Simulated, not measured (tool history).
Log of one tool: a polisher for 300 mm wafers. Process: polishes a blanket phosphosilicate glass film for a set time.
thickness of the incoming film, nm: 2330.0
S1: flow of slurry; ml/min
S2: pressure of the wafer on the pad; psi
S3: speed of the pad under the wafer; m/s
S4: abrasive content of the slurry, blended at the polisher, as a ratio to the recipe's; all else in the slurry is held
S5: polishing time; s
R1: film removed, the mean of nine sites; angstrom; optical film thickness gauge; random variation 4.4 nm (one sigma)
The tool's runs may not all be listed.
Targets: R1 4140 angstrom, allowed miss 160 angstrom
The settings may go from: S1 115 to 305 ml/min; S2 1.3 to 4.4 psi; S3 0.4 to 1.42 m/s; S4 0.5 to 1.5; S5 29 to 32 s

{"run": 1, "hour": 0.0, "S1": 195, "S2": 2.8, "S3": 0.9, "S4": 1, "S5": 32, "R1": 2261.2}
{"run": 2, "hour": 4.7, "S1": 195, "S2": 3, "S3": 0.9, "S4": 1, "S5": 32, "R1": 2496.9}
{"run": 3, "hour": 6.9, "S1": 175, "S2": 3, "S3": 0.9, "S4": 1, "S5": 32, "R1": 2420.8}
{"run": 4, "hour": 13.9, "S1": 180, "S2": 3.1, "S3": 0.9, "S4": 1, "S5": 32, "R1": 2509.1}
{"run": 5, "hour": 20.2, "S1": 180, "S2": 3.1, "S3": 0.9, "S4": 1, "S5": 32, "R1": 2500.5}
{"run": 6, "hour": 21.8, "S1": 180, "S2": 3.1, "S3": 0.9, "S4": 1, "S5": 32, "R1": 2526.5}
{"run": 7, "hour": 28.9, "S1": 185, "S2": 3.2, "S3": 0.9, "S4": 1, "S5": 32, "R1": 2590.6}
{"run": 8, "hour": 33.8, "S1": 185, "S2": 3.3, "S3": 0.9, "S4": 1, "S5": 32, "R1": 2593.6}
{"hour": 38.0, "done": "slurry blender recalibrated"}
{"run": 9, "hour": 38.0, "S1": 185, "S2": 3.4, "S3": 0.92, "S4": 1, "S5": 32, "R1": 3092.2}
{"run": 10, "hour": 41.8, "S1": 195, "S2": 3.4, "S3": 0.92, "S4": 1, "S5": 32, "R1": 3077.8}
{"run": 11, "hour": 47.7, "S1": 195, "S2": 4.2, "S3": 0.94, "S4": 1, "S5": 32, "R1": 3789.9}
{"run": 12, "hour": 52.6, "S1": 195, "S2": 4.2, "S3": 0.94, "S4": 1, "S5": 32, "R1": 3820.3}
{"run": 13, "hour": 54.7, "S1": 200, "S2": 4.2, "S3": 0.94, "S4": 1, "S5": 32, "R1": 3823}
{"run": 14, "hour": 57.0, "S1": 210, "S2": 4.3, "S3": 0.94, "S4": 1, "S5": 32, "R1": 3920.2}
{"run": 15, "hour": 61.3, "S1": 210, "S2": 4.3, "S3": 0.94, "S4": 1, "S5": 32, "R1": 3970}

Which of these 4 next moves meets every target?
{"run": "A", "hour": 65.6, "S1": 185, "S2": 4.1, "S3": 0.96, "S4": 1.1, "S5": 30, "R1": "?"}
{"run": "B", "hour": 65.6, "S1": 210, "S2": 4.3, "S3": 0.92, "S4": 0.9, "S5": 31, "R1": "?"}
{"run": "C", "hour": 65.6, "S1": 195, "S2": 4.4, "S3": 0.92, "S4": 1, "S5": 31, "R1": "?"}
{"run": "D", "hour": 65.6, "S1": 230, "S2": 4.4, "S3": 0.98, "S4": 1, "S5": 31, "R1": "?"}

move=A R1=3716.8
move=B R1=3587
move=C R1=3826.8
move=D R1=4091.2
A: further off than the last run
B: further off than the last run
C: further off than the last run
D: meets every target
The right move is D.

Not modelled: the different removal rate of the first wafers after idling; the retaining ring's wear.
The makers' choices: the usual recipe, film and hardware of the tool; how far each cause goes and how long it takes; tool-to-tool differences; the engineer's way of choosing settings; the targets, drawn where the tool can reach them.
